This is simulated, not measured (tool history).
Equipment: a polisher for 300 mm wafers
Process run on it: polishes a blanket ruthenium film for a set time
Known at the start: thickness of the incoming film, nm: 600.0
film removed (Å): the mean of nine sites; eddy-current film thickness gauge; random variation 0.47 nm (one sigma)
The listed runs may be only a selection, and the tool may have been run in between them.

| run | hour | flow of slurry (ml/min) | pressure of the wafer on the pad (kPa) | speed of the pad under the wafer (m/s) | polishing time (s) | film removed (Å) |
|---|---|---|---|---|---|---|
| 1 | 0.0 | 260 | 17.9 | 0.94 | 34 | 447.69 |
| 2 | 6.9 | 300 | 17.9 | 0.94 | 34 | 459.69 |
| 3 | 12.8 | 300 | 17.9 | 0.94 | 34 | 460.29 |
| 4 | 17.4 | 300 | 17.9 | 1.16 | 34 | 563.39 |
| 5 | 19.5 | 315 | 19.3 | 1.16 | 34 | 609.48 |
| 6 | 22.1 | 325 | 20.7 | 1.16 | 34 | 637.46 |

Forecast run 7:
| 7 | 27.8 | 325 | 22.1 | 1.16 | 34 | ? |

{"run 7": {"film removed (Å)": 690.22}}
